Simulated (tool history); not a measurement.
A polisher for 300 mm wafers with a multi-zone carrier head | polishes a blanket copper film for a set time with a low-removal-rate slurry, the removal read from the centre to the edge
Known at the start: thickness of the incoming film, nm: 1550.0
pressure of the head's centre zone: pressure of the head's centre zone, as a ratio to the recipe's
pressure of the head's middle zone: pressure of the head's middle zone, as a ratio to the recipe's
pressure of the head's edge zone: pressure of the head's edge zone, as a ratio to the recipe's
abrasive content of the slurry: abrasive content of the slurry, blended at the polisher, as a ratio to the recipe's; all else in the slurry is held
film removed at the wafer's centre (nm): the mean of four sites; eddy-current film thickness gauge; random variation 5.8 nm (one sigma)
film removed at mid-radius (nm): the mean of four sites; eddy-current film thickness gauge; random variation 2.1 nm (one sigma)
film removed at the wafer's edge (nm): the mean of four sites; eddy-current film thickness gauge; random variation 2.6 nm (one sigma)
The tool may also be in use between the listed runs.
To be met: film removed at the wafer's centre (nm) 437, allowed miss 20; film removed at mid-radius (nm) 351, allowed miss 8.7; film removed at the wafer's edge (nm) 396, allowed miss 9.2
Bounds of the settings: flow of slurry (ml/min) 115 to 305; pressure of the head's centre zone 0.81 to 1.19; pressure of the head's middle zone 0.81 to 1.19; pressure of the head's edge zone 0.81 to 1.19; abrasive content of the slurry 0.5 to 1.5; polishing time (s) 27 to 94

| run | hour | flow of slurry (ml/min) | pressure of the head's centre zone | pressure of the head's middle zone | pressure of the head's edge zone | abrasive content of the slurry | polishing time (s) | film removed at the wafer's centre (nm) | film removed at mid-radius (nm) | film removed at the wafer's edge (nm) |
|---|---|---|---|---|---|---|---|---|---|---|
| 1 | 0 | 195 | 1 | 1 | 1 | 1 | 60 | 250.93 | 258.13 | 262.14 |
| 2 | 2.7 | 210 | 1.05 | 0.99 | 1.04 | 1.15 | 63 | 298.47 | 283.07 | 297.96 |
| 3 | 8.6 | 225 | 1.08 | 0.99 | 1.08 | 1.25 | 64 | 318.31 | 297.96 | 315.28 |
| 4 | 16.4 | 225 | 1.08 | 0.95 | 1.08 | 1.25 | 64 | 319.13 | 286.83 | 319.4 |
| 5 | 24.5 | 225 | 1.08 | 0.95 | 1.04 | 1.25 | 64 | 313.68 | 286.26 | 311.75 |
| 6 | 29.6 | 275 | 1.08 | 0.95 | 1.04 | 1.25 | 64 | 337.63 | 296.58 | 319.96 |
| 7 | 38.1 | 280 | 1.11 | 0.95 | 1.07 | 1.3 | 66 | 362.59 | 305.86 | 336.37 |
|  | 40.4 | slurry nozzle cleaned |
| 8 | 40.4 | 285 | 1.12 | 0.95 | 1.09 | 1.35 | 68 | 389.19 | 334.86 | 367.85 |
| 9 | 44.7 | 290 | 1.14 | 0.95 | 1.11 | 1.35 | 68 | 397.11 | 340.53 | 367.65 |
| 10 | 49.7 | 285 | 1.18 | 0.89 | 1.15 | 1.5 | 71 | 437.48 | 342.02 | 400.68 |

4 next moves are on the table. One of them brings every result within its allowed miss. Which?
| A | 54.7 | 295 | 1.13 | 0.94 | 1.16 | 1.5 | 65 | ? | ? | ? |
| B | 54.7 | 295 | 1.09 | 0.87 | 1.15 | 1.45 | 70 | ? | ? | ? |
| C | 54.7 | 290 | 1.18 | 0.94 | 1.15 | 1.15 | 75 | ? | ? | ? |
| D | 54.7 | 275 | 1.15 | 0.96 | 1.19 | 1.5 | 64 | ? | ? | ? |

| move | film removed at the wafer's centre (nm) | film removed at mid-radius (nm) | film removed at the wafer's edge (nm) |
|---|---|---|---|
| A | 398.09 | 328.37 | 371.76 |
| B | 409.72 | 329.24 | 395.54 |
| C | 447.8 | 353.59 | 398.79 |
| D | 395.75 | 326.48 | 368.76 |
A: further off than the last run
B: further off than the last run
C: meets every target
D: further off than the last run
The right move is C.
